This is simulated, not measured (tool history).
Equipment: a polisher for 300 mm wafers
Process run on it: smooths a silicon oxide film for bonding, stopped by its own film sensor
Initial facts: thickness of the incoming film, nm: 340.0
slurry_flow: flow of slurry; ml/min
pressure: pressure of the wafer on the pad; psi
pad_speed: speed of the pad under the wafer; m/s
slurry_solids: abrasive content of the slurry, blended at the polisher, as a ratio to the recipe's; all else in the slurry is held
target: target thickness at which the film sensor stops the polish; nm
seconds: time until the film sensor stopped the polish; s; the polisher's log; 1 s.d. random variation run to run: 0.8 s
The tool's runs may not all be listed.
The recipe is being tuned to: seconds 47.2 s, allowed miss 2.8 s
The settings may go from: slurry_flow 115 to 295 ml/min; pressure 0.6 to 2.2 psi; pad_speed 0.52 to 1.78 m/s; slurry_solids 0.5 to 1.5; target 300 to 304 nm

run    day  slurry_flow  pressure  pad_speed  slurry_solids  target  seconds
  1      0          190       1.4       1.14              1     300   76.034
  2    0.1          190       1.4       1.36              1     300   66.823
  3  0.446          190       1.5       1.38              1     300   60.767
  4  0.729          190       1.6        1.4              1     300   55.936
  5  1.062          190       1.7        1.4              1     300   53.349
  6  1.183          190       1.7       1.18              1     300   60.495
  7  1.271          190       1.8        1.2              1     300   57.702
  8  1.312          190       1.9       1.22              1     300   52.726

4 next moves are on the table. One of them brings every result within its allowed miss. Which?
  A  1.354          235       1.7        1.5           1.05     304        ?
  B  1.354          195       1.9       0.98              1     300        ?
  C  1.354          185       1.9       1.22              1     304        ?
  D  1.354          150       1.8        1.1              1     300        ?

move  seconds
   A   42.473
   B   62.127
   C   47.229
   D   61.817
A: takes the result that was furthest off past its target
B: its largest miss is bigger than the last run's
C: every result within its allowed miss
D: its largest miss is bigger than the last run's
Move C is the one to make.

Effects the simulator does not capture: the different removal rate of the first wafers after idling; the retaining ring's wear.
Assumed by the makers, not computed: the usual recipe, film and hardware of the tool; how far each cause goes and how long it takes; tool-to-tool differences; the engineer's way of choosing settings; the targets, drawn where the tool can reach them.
